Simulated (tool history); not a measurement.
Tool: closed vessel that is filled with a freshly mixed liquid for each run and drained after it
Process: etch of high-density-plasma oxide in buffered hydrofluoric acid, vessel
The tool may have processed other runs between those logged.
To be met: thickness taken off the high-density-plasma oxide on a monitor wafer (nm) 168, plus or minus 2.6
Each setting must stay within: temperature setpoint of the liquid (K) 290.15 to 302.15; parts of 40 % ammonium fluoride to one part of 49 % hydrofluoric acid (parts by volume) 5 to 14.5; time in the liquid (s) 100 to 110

run  hour  temperature setpoint of the liquid (K)  parts of 40 % ammonium fluoride to one part of 49 % hydrofluoric acid (parts by volume)  time in the liquid (s)  thickness taken off the high-density-plasma oxide on a monitor wafer (nm)
  1     0                                  294.15                                                                                        9                     100                                                                     188.03
  2   7.1                                  293.65                                                                                        9                     100                                                                     183.37
  3  12.6                                  293.65                                                                                        8                     100                                                                     207.52
  4  16.6                                  293.65                                                                                        8                     100                                                                     207.83
  5  17.8                                  293.65                                                                                      6.5                     100                                                                     256.11
  6  22.8                                  293.65                                                                                      6.5                     110                                                                     280.38
  7  25.6                                  292.65                                                                                        7                     110                                                                     248.23
  8  33.9                                  292.15                                                                                      7.5                     110                                                                     223.59
  9  34.4                                  290.15                                                                                        9                     110                                                                     165.02

Which of these 5 next moves meets every target?
  A  34.9                                  290.15                                                                                      8.5                     105                                                                          ?
  B  34.9                                  292.65                                                                                       10                     100                                                                          ?
  C  34.9                                  291.15                                                                                      9.5                     105                                                                          ?
  D  34.9                                  290.15                                                                                        9                     105                                                                          ?
  E  34.9                                  291.65                                                                                      9.5                     110                                                                          ?

move  thickness taken off the high-density-plasma oxide on a monitor wafer (nm)
   A                                                                     168.37
   B                                                                     162.46
   C                                                                     161.89
   D                                                                     158.23
   E                                                                     174.47
A: every result lands within tolerance
B: the biggest miss grows against the last run
C: the biggest miss grows against the last run
D: the biggest miss grows against the last run
E: moves the result that the last run missed by most past its target, out the other side
A is the move that brings every result within its allowed miss.
